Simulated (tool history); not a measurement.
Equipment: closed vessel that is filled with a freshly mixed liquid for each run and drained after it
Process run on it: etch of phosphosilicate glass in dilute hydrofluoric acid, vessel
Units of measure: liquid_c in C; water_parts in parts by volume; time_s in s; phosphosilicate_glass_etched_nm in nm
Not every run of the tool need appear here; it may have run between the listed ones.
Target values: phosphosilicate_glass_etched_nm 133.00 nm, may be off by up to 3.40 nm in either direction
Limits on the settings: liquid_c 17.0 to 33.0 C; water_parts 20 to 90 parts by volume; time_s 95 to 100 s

run,hour,liquid_c,water_parts,time_s,phosphosilicate_glass_etched_nm
1,0.0,25.0,50,95,210.36
2,6.6,25.0,50,95,207.95
3,15.5,24.0,50,95,200.31
4,21.2,24.0,50,100,210.90
# hour 23.9: thermometer replaced
5,23.9,24.0,50,100,192.73
6,25.3,24.0,35,100,279.33
7,32.6,23.0,40,100,236.21
8,34.7,22.0,40,100,223.20
9,39.1,21.5,40,100,220.46
10,47.8,21.0,40,100,216.68
11,50.7,20.5,40,100,209.86

Of the 4 settings listed for the next run, only one would bring every result within its allowed miss of target. Which one?
A,53.6,21.0,60,95,?
B,53.6,22.5,60,95,?
C,53.6,20.0,55,95,?
D,53.6,18.0,50,95,?

move,phosphosilicate_glass_etched_nm
A,132.02
B,140.52
C,138.92
D,141.12
A: hits every target within its allowed miss
B: closer than the last run, but not yet in spec
C: closer than the last run, but not yet in spec
D: closer than the last run, but not yet in spec
The right move is A.
